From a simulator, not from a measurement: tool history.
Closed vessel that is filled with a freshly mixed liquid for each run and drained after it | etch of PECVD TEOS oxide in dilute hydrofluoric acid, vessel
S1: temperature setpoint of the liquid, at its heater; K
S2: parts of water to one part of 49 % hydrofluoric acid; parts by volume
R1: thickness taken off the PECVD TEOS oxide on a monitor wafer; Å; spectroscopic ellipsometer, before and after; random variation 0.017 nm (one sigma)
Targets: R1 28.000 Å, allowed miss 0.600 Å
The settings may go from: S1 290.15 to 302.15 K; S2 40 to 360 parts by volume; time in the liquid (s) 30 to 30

run 1 hour=0.0 | S1=294.15 S2=200 time_in_the_liquid_(s)=30 | R1=19.395
run 2 hour=6.9 | S1=296.65 S2=195 time_in_the_liquid_(s)=30 | R1=21.737
run 3 hour=12.7 | S1=296.65 S2=195 time_in_the_liquid_(s)=30 | R1=22.016
run 4 hour=17.2 | S1=296.65 S2=235 time_in_the_liquid_(s)=30 | R1=17.661
run 5 hour=20.3 | S1=296.65 S2=235 time_in_the_liquid_(s)=30 | R1=17.701
run 6 hour=21.4 | S1=298.15 S2=220 time_in_the_liquid_(s)=30 | R1=20.317
run 7 hour=26.5 | S1=299.15 S2=210 time_in_the_liquid_(s)=30 | R1=22.097
run 8 hour=30.7 | S1=300.15 S2=205 time_in_the_liquid_(s)=30 | R1=23.710
run 9 hour=34.8 | S1=300.65 S2=200 time_in_the_liquid_(s)=30 | R1=24.847
run 10 hour=43.4 | S1=301.15 S2=195 time_in_the_liquid_(s)=30 | R1=26.152
run 11 hour=50.1 | S1=301.65 S2=195 time_in_the_liquid_(s)=30 | R1=26.442

4 next moves are on the table. One of them brings every result within its allowed miss. Which?
run A hour=56.8 | S1=302.15 S2=190 time_in_the_liquid_(s)=30 | R1=?
run B hour=56.8 | S1=300.65 S2=175 time_in_the_liquid_(s)=30 | R1=?
run C hour=56.8 | S1=300.15 S2=170 time_in_the_liquid_(s)=30 | R1=?
run D hour=56.8 | S1=302.15 S2=180 time_in_the_liquid_(s)=30 | R1=?

move=A R1=27.846
move=B R1=29.180
move=C R1=29.674
move=D R1=29.755
A: meets every target
B: takes the result that was furthest off past its target
C: takes the result that was furthest off past its target
D: takes the result that was furthest off past its target
Move A is the one to make.

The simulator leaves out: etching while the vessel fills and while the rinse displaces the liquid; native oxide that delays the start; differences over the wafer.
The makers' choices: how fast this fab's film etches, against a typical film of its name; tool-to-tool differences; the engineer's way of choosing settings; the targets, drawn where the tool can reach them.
